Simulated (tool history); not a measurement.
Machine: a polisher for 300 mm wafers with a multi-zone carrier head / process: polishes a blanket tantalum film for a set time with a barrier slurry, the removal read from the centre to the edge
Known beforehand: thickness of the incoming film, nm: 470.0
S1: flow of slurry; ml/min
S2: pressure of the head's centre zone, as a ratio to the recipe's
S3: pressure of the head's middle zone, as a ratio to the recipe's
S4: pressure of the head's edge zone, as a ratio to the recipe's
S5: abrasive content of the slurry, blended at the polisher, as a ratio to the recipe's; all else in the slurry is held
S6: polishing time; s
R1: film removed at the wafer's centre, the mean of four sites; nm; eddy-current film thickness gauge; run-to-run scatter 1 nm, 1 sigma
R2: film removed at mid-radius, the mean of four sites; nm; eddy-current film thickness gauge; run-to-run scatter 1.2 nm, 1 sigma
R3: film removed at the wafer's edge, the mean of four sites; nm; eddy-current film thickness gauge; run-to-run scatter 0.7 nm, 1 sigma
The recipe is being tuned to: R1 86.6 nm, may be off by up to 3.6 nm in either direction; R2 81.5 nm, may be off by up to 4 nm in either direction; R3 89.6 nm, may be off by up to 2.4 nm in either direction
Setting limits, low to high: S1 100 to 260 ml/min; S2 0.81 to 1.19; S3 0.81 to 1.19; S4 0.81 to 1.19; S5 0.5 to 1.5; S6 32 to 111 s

run,hour,S1,S2,S3,S4,S5,S6,R1,R2,R3
1,0,165,1,1,1,1,71,59.73,60.135,59.036
2,6.8,165,1,1,1.07,1,71,60.519,59.588,60.232
3,12.1,165,1,1,1.16,1,71,58.777,59.846,62.197
4,19.5,170,1,0.99,1.17,1.1,73,63.279,60.824,65.715
5,21.5,170,1.05,0.99,1.17,1.1,73,66.584,63.048,65.179
6,22.5,175,1.04,0.99,1.17,1.15,75,68.669,65.043,68.552
7,27.6,180,1.03,0.99,1.17,1.2,77,70.479,68.835,72.062
8,31.1,185,1.03,0.98,1.17,1.25,78,71.665,70.576,73.697
9,33.9,185,1.03,0.97,1.17,1.3,80,75.587,71.878,77.039
10,41.6,190,1.03,0.97,1.17,1.35,81,78.566,72.948,77.848

Of the 4 settings listed for the next run, only one would bring every result within its allowed miss of target. Which one?
A,49.3,150,1,0.83,1.17,1.45,89,?,?,?
B,49.3,185,1.06,1.07,1.13,1.45,83,?,?,?
C,49.3,220,0.95,0.9,1.19,1.5,74,?,?,?
D,49.3,245,1,0.93,1.19,1.5,87,?,?,?

move,R1,R2,R3
A,81.658,67.855,85.016
B,84.604,81.402,80.266
C,69.996,64.923,75.186
D,88.039,79.524,89.297
A: gains on the last run, yet a result remains outside its allowed miss
B: gains on the last run, yet a result remains outside its allowed miss
C: further off than the last run
D: every result within its allowed miss
The right move is D.
